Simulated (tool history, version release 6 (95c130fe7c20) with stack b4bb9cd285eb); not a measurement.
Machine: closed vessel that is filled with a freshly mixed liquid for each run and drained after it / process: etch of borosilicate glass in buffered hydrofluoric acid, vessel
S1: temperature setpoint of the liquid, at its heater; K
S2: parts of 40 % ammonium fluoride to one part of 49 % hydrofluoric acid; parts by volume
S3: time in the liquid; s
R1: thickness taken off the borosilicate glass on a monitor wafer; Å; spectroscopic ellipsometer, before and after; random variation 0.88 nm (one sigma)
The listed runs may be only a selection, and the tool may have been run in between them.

run 1 hour=0.0 | S1=296.15 S2=11.5 S3=95 | R1=1022.10
run 2 hour=1.6 | S1=296.15 S2=10.0 S3=95 | R1=1173.90
run 3 hour=2.8 | S1=296.15 S2=13.0 S3=95 | R1=897.91
run 4 hour=9.8 | S1=296.15 S2=11.5 S3=95 | R1=1016.30
run 5 hour=11.2 | S1=293.15 S2=11.5 S3=95 | R1=853.78
run 6 hour=13.8 | S1=293.15 S2=11.5 S3=95 | R1=864.31
run 7 hour=19.0 | S1=297.15 S2=11.0 S3=95 | R1=1136.70
run 8 hour=22.6 | S1=298.15 S2=11.0 S3=95 | R1=1190.90

Expected results for the next run?
run 9 hour=25.5 | S1=299.15 S2=11.0 S3=95 | R1=?

Logged for run 9: R1 1255.30 Å.

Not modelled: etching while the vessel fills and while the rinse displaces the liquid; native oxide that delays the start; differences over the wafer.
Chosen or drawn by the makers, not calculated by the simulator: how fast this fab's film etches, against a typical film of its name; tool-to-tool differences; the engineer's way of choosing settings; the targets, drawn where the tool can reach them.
